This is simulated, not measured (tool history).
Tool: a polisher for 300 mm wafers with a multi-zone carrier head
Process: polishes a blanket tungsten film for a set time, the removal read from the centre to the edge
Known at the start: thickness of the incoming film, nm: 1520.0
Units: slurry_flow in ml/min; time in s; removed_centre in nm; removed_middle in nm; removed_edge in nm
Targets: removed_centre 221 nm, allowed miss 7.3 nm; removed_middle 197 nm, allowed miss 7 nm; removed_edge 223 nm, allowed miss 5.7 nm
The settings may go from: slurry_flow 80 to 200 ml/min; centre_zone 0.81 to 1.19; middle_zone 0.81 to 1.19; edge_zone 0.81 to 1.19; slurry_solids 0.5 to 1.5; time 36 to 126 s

run 1 hour=0 | slurry_flow=130 centre_zone=1 middle_zone=1 edge_zone=1 slurry_solids=1 time=81 | removed_centre=365 removed_middle=370.11 removed_edge=357.5
run 2 hour=3.5 | slurry_flow=110 centre_zone=1 middle_zone=1 edge_zone=1 slurry_solids=1 time=81 | removed_centre=346.19 removed_middle=355.6 removed_edge=348.38
run 3 hour=4.4 | slurry_flow=110 centre_zone=1 middle_zone=1 edge_zone=1 slurry_solids=1 time=93 | removed_centre=397.22 removed_middle=410.53 removed_edge=397.66
run 4 hour=5.7 | slurry_flow=110 centre_zone=0.97 middle_zone=1 edge_zone=1 slurry_solids=1 time=93 | removed_centre=383.82 removed_middle=402.79 removed_edge=398.59
run 5 hour=14.5 | slurry_flow=130 centre_zone=0.97 middle_zone=1 edge_zone=1 slurry_solids=1 time=93 | removed_centre=402.44 removed_middle=427.66 removed_edge=410.2
run 6 hour=15.6 | slurry_flow=120 centre_zone=0.97 middle_zone=0.96 edge_zone=0.98 slurry_solids=0.9 time=86 | removed_centre=360.14 removed_middle=360.63 removed_edge=366.11
run 7 hour=19.9 | slurry_flow=100 centre_zone=0.93 middle_zone=0.86 edge_zone=0.88 slurry_solids=0.65 time=64 | removed_centre=216.73 removed_middle=212.54 removed_edge=230.34
run 8 hour=27.6 | slurry_flow=100 centre_zone=0.94 middle_zone=0.85 edge_zone=0.88 slurry_solids=0.65 time=64 | removed_centre=225.04 removed_middle=212.28 removed_edge=228.78
run 9 hour=31.7 | slurry_flow=95 centre_zone=0.94 middle_zone=0.84 edge_zone=0.88 slurry_solids=0.65 time=64 | removed_centre=216.2 removed_middle=209.83 removed_edge=224.69
run 10 hour=36.5 | slurry_flow=100 centre_zone=1 middle_zone=0.81 edge_zone=0.95 slurry_solids=0.5 time=63 | removed_centre=218.33 removed_middle=188.51 removed_edge=216.8

5 next moves are on the table. One of them brings every result within its allowed miss. Which?
run A hour=41.3 | slurry_flow=125 centre_zone=0.96 middle_zone=0.88 edge_zone=0.95 slurry_solids=0.5 time=62 | removed_centre=? removed_middle=? removed_edge=?
run B hour=41.3 | slurry_flow=100 centre_zone=0.97 middle_zone=0.82 edge_zone=0.96 slurry_solids=0.5 time=60 | removed_centre=? removed_middle=? removed_edge=?
run C hour=41.3 | slurry_flow=140 centre_zone=1.07 middle_zone=0.81 edge_zone=1.06 slurry_solids=0.55 time=53 | removed_centre=? removed_middle=? removed_edge=?
run D hour=41.3 | slurry_flow=85 centre_zone=1.04 middle_zone=0.88 edge_zone=1 slurry_solids=0.7 time=60 | removed_centre=? removed_middle=? removed_edge=?
run E hour=41.3 | slurry_flow=95 centre_zone=0.91 middle_zone=0.83 edge_zone=0.93 slurry_solids=0.55 time=65 | removed_centre=? removed_middle=? removed_edge=?

move=A removed_centre=221.88 removed_middle=213.12 removed_edge=227.32
move=B removed_centre=201.6 removed_middle=182.58 removed_edge=211.79
move=C removed_centre=223.36 removed_middle=179 removed_edge=214.17
move=D removed_centre=220.39 removed_middle=198.87 removed_edge=226.36
move=E removed_centre=205.75 removed_middle=201.3 removed_edge=228.97
A: takes the result that was furthest off past its target
B: further off than the last run
C: further off than the last run
D: meets every target
E: brings the result that was furthest off to its target, and leaves another outside
Move D is the one to make.

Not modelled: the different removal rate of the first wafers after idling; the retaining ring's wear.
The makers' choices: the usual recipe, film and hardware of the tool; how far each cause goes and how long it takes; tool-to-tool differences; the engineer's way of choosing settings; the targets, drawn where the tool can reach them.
